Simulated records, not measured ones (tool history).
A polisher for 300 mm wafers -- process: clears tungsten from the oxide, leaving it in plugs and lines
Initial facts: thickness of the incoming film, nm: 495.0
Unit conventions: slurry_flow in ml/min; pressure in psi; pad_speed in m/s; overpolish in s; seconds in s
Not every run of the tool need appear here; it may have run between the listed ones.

Run 1, hour 0.0: slurry_flow 160 ml/min, pressure 4.0 psi, pad_speed 1.20 m/s, slurry_solids 1.00, overpolish 12 s. Result: seconds 94.319 s.
Run 2, hour 6.8: slurry_flow 160 ml/min, pressure 4.0 psi, pad_speed 1.40 m/s, slurry_solids 1.00, overpolish 12 s. Result: seconds 80.166 s.
Run 3, hour 11.3: slurry_flow 195 ml/min, pressure 4.0 psi, pad_speed 1.40 m/s, slurry_solids 1.00, overpolish 12 s. Result: seconds 76.244 s.
Run 4, hour 12.3: slurry_flow 195 ml/min, pressure 4.0 psi, pad_speed 1.40 m/s, slurry_solids 1.00, overpolish 9 s. Result: seconds 78.068 s.
Run 5, hour 17.7: slurry_flow 195 ml/min, pressure 4.7 psi, pad_speed 1.40 m/s, slurry_solids 1.00, overpolish 9 s. Result: seconds 67.930 s.
Run 6, hour 25.0: slurry_flow 195 ml/min, pressure 4.7 psi, pad_speed 1.40 m/s, slurry_solids 0.85, overpolish 9 s. Result: seconds 69.036 s.
Run 7, hour 30.3: slurry_flow 195 ml/min, pressure 4.0 psi, pad_speed 1.34 m/s, slurry_solids 0.85, overpolish 9 s. Result: seconds 85.566 s.
Run 8, hour 35.3: slurry_flow 195 ml/min, pressure 3.5 psi, pad_speed 1.32 m/s, slurry_solids 0.85, overpolish 9 s. Result: seconds 98.885 s.
Run 9, hour 42.0: slurry_flow 195 ml/min, pressure 3.1 psi, pad_speed 1.30 m/s, slurry_solids 0.85, overpolish 9 s. Result: seconds 112.240 s.
Run 10, hour 48.5: slurry_flow 195 ml/min, pressure 2.9 psi, pad_speed 1.30 m/s, slurry_solids 0.85, overpolish 9 s. Result: seconds 118.200 s.
Run 11, hour 54.5: slurry_flow 190 ml/min, pressure 1.9 psi, pad_speed 1.28 m/s, slurry_solids 0.85, overpolish 9 s. Result: seconds 179.330 s.
Run 12, hour 58.4: slurry_flow 195 ml/min, pressure 2.0 psi, pad_speed 1.28 m/s, slurry_solids 0.85, overpolish 9 s. Result: seconds 166.810 s.
Run 13, hour 59.5: slurry_flow 195 ml/min, pressure 2.0 psi, pad_speed 1.28 m/s, slurry_solids 0.85, overpolish 9 s. Result: seconds 174.230 s.

Forecast run 14:
Run 14, hour 60.2: slurry_flow 195 ml/min, pressure 2.1 psi, pad_speed 1.28 m/s, slurry_solids 0.85, overpolish 9 s. Result: seconds ?.

{"run 14": {"seconds": 163.08}}

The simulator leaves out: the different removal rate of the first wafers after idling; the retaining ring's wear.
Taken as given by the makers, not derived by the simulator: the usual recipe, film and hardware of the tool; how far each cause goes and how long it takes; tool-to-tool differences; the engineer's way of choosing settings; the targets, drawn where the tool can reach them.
